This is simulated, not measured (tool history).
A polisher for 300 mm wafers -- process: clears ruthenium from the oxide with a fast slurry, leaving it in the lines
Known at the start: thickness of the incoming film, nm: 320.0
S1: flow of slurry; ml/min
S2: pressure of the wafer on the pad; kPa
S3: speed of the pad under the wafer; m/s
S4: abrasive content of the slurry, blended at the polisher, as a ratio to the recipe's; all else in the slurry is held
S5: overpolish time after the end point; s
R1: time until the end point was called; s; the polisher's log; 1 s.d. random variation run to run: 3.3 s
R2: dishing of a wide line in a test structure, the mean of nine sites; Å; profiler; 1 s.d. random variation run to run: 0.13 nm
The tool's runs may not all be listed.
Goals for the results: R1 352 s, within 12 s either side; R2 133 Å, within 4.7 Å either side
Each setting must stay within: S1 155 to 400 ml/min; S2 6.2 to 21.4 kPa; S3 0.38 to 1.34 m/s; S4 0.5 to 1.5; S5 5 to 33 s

run,hour,S1,S2,S3,S4,S5,R1,R2
1,0,255,13.8,0.86,1,17,150.56,281.72
2,7.3,255,13.8,0.68,1,17,186.16,227.63
3,14.7,255,13.8,0.68,1.2,17,169.19,248.25
4,22.5,255,12.4,0.64,1.2,17,197.42,220.91
5,29.8,200,12.4,0.64,1.2,17,205.27,216.81
6,37.5,200,12.4,0.78,1.2,17,165.4,253.15
7,41.2,200,11,0.74,1.2,17,193.5,227.85
8,44.3,210,6.9,0.5,1.2,14,412.6,97.577
9,49.8,210,6.9,0.5,1.2,15,404.69,104.52
10,57,210,7.6,0.5,1.2,16,377.75,118.77

Below are 5 possible settings for the next run. Only one of them brings all results inside the allowed miss of their targets. Which is it?
A,64.2,165,7.6,0.54,1.35,14,?,?
B,64.2,160,8.3,0.52,0.9,22,?,?
C,64.2,170,7.6,0.6,1,20,?,?
D,64.2,220,7.6,0.44,1.25,20,?,?
E,64.2,195,9,0.48,1.15,17,?,?

move,R1,R2
A,344.94,115.24
B,411.91,147.91
C,358.59,153.76
D,417.28,134.16
E,356.35,133.59
A: misses by more than the last run did
B: takes the result that was furthest off past its target
C: takes the result that was furthest off past its target
D: brings the result that was furthest off to its target, and leaves another outside
E: every result lands within tolerance
Move E is the one to make.
